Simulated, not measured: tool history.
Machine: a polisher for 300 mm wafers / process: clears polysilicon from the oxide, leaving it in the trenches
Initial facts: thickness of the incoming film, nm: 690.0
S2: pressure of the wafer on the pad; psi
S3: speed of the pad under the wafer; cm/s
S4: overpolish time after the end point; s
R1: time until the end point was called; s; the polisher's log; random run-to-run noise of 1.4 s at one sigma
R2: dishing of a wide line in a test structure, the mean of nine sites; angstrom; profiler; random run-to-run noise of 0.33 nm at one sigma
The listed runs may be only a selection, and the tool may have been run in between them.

Run 1, hour 0.0: flow of slurry (ml/min) 180, S2 2.2 psi, S3 84 cm/s, S4 11 s. Result: R1 80.576 s, R2 343.88 angstrom.
Run 2, hour 3.7: flow of slurry (ml/min) 180, S2 2.0 psi, S3 84 cm/s, S4 9 s. Result: R1 86.871 s, R2 312.94 angstrom.
Run 3, hour 7.5: flow of slurry (ml/min) 180, S2 1.7 psi, S3 86 cm/s, S4 7 s. Result: R1 93.453 s, R2 269.17 angstrom.
Run 4, hour 10.5: flow of slurry (ml/min) 175, S2 1.5 psi, S3 86 cm/s, S4 6 s. Result: R1 99.249 s, R2 243.90 angstrom.
At hour 16.4: worn pad replaced by a new one.
Run 5, hour 16.4: flow of slurry (ml/min) 175, S2 1.4 psi, S3 86 cm/s, S4 5 s. Result: R1 97.730 s, R2 220.95 angstrom.
Run 6, hour 19.5: flow of slurry (ml/min) 200, S2 1.4 psi, S3 86 cm/s, S4 5 s. Result: R1 95.234 s, R2 223.46 angstrom.
Run 7, hour 26.5: flow of slurry (ml/min) 150, S2 1.0 psi, S3 86 cm/s, S4 3 s. Result: R1 118.760 s, R2 138.58 angstrom.
Run 8, hour 28.9: flow of slurry (ml/min) 165, S2 1.0 psi, S3 84 cm/s, S4 4 s. Result: R1 121.810 s, R2 170.44 angstrom.
Run 9, hour 34.4: flow of slurry (ml/min) 170, S2 1.0 psi, S3 84 cm/s, S4 4 s. Result: R1 115.600 s, R2 169.08 angstrom.

Predict the results of run 10:
Run 10, hour 41.6: flow of slurry (ml/min) 175, S2 1.0 psi, S3 82 cm/s, S4 4 s. Result: R1 ?, R2 ?.

R1: 122.900 s
R2: 170.23 angstrom
